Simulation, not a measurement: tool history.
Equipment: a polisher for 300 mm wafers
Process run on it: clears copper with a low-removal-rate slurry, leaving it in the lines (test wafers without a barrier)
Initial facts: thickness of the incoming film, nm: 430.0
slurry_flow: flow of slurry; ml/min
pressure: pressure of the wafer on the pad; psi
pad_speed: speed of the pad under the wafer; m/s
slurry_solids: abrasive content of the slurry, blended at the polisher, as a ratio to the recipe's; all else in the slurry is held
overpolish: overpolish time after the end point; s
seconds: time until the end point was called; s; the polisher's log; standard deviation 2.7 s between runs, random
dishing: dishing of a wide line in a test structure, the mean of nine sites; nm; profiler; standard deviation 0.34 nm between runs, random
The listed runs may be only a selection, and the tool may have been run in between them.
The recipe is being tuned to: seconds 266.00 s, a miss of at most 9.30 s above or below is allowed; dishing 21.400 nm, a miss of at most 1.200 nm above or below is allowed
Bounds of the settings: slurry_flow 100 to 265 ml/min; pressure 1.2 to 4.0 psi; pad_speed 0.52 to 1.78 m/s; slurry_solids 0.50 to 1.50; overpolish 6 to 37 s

run	hour	slurry_flow	pressure	pad_speed	slurry_solids	overpolish	seconds	dishing
1	0.0	170	2.6	1.14	1.00	19	162.22	34.711
2	1.7	170	2.6	1.14	1.00	13	164.77	25.176
3	9.8	165	2.3	1.14	1.00	14	184.78	24.088
4	16.1	160	2.1	1.14	1.00	15	198.91	23.413
5	18.1	155	1.9	1.14	1.00	16	223.73	22.996
6	24.0	155	1.9	1.14	1.00	19	229.69	26.297
7	28.6	145	1.5	1.14	1.00	17	280.56	18.961
8	31.9	150	1.5	1.14	1.00	17	287.42	19.024

Below are 4 possible settings for the next run. Only one of them brings all results inside the allowed miss of their targets. Which is it?
A	35.2	165	1.4	1.16	1.05	23	?	?
B	35.2	140	1.6	1.22	0.90	13	?	?
C	35.2	145	1.6	1.16	0.95	16	?	?
D	35.2	155	1.7	1.02	1.30	18	?	?

move	seconds	dishing
A	285.58	24.719
B	254.40	16.556
C	262.63	19.428
D	261.03	21.765
A: its largest miss is bigger than the last run's
B: takes the result that was furthest off past its target
C: brings the last run's worst result on target, with another outside its allowed miss
D: every result within its allowed miss
Correct choice: D, which meets every target
